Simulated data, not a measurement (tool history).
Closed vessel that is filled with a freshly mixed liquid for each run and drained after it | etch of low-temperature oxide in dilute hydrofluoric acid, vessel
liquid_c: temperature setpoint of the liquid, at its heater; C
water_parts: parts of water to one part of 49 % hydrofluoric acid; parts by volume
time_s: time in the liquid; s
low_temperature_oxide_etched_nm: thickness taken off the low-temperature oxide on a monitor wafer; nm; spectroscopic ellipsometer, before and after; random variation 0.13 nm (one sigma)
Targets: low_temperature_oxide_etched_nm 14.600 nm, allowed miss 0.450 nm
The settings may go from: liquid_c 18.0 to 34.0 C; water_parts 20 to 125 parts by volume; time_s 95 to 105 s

run  hour  liquid_c  water_parts  time_s  low_temperature_oxide_etched_nm
  1   0.0      26.0           70      95                           17.179
  2   4.7      23.5           70      95                           15.415
  3   7.7      23.5           70      95                           15.708
  4   9.8      23.0           70      95                           15.121
  5  18.4      23.0           55      95                           19.753
  6  22.1      21.5           55      95                           18.426
  7  24.7      21.0           55      95                           17.871
  8  31.3      20.5           55      95                           17.717
  9  32.6      18.0           65      95                           13.182
 10  33.6      18.5           65      95                           13.748
 11  40.6      19.0           65      95                           14.094

4 next moves are on the table. One of them brings every result within its allowed miss. Which?
  A  47.6      19.5           70      95                                ?
  B  47.6      18.0           60      95                                ?
  C  47.6      19.0           65     105                                ?
  D  47.6      18.0           55      95                                ?

move  low_temperature_oxide_etched_nm
   A                           13.083
   B                           14.486
   C                           15.335
   D                           15.893
A: further off than the last run
B: meets every target
C: takes the result that was furthest off past its target
D: takes the result that was furthest off past its target
The right move is B.
